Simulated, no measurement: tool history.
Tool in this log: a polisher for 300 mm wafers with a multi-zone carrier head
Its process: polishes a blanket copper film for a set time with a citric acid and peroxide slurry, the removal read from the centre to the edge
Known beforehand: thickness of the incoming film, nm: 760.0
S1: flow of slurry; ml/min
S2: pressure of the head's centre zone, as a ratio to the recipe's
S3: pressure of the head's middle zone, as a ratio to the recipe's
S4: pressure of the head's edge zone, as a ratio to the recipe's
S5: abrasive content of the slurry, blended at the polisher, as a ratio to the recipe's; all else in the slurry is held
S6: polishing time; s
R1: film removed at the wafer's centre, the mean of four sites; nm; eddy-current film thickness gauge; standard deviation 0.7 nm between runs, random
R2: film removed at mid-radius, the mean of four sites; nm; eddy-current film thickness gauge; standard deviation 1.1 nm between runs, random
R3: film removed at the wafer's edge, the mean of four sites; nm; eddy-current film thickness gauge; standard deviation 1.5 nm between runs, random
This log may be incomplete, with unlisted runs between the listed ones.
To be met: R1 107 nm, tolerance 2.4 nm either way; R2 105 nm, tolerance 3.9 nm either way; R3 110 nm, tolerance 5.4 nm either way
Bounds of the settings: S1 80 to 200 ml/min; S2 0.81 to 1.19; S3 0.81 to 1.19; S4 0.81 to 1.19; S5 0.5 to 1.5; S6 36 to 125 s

run,hour,S1,S2,S3,S4,S5,S6,R1,R2,R3
1,0,130,1,1,1,1,80,132.01,132.12,129.39
2,5,120,0.97,0.96,0.96,0.95,80,126.19,125.76,126.13
3,11,90,0.97,0.96,0.96,0.95,80,113.51,113.23,118.86
4,16.3,80,0.97,0.96,0.96,0.95,80,109.14,108.32,114.55
5,23.3,80,0.97,1.04,0.96,0.95,80,108.52,119.93,117.04
6,24.1,80,0.97,1.04,0.96,0.95,71,97.315,105.77,104.19
7,32,80,0.97,1.04,0.96,0.95,71,97.459,103.6,102.04
8,33.9,85,0.98,1.02,0.98,0.95,71,98.554,103.67,108.3
9,35.1,90,0.99,1.01,0.98,0.95,71,103.53,103.5,109.46

5 candidate next runs follow, results not yet known. Just one meets every target within its allowed miss. Identify it.
A,36.3,80,0.96,0.99,1.08,0.85,75,?,?,?
B,36.3,85,0.99,0.98,0.97,0.9,70,?,?,?
C,36.3,80,0.93,1.04,0.97,0.95,75,?,?,?
D,36.3,90,0.97,1,0.9,1.15,69,?,?,?
E,36.3,90,0.98,0.95,0.94,1.05,73,?,?,?

move,R1,R2,R3
A,97.547,102.75,111.12
B,96.422,98.265,100.9
C,97.515,109.38,107.55
D,100.52,105.29,101.89
E,105.18,104.83,108.15
A: further off than the last run
B: further off than the last run
C: further off than the last run
D: further off than the last run
E: meets every target
Go with E: it meets all targets.
